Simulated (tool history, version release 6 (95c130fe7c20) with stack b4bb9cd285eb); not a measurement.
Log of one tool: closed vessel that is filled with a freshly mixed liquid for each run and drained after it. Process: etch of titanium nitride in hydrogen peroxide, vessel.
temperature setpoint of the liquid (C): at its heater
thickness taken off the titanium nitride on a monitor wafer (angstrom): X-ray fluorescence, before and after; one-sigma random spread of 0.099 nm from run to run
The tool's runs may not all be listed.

| run | hour | temperature setpoint of the liquid (C) | concentration of hydrogen peroxide in the mixed liquid (% by weight) | time in the liquid (s) | thickness taken off the titanium nitride on a monitor wafer (angstrom) |
|---|---|---|---|---|---|
| 1 | 0 | 52 | 17 | 590 | 309.08 |
| 2 | 7.6 | 52 | 20.5 | 590 | 322.25 |
| 3 | 10.4 | 50.5 | 20.5 | 590 | 287.02 |
| 4 | 17.1 | 49.5 | 20.5 | 590 | 268.97 |
| 5 | 18.6 | 49.5 | 20.5 | 630 | 288.79 |
| 6 | 25.2 | 48.5 | 20.5 | 630 | 268.15 |

Run 7 comes next. What will it give?
| 7 | 28.5 | 48.5 | 20.5 | 630 | ? |

{"run 7": {"thickness taken off the titanium nitride on a monitor wafer (angstrom)": 269.48}}
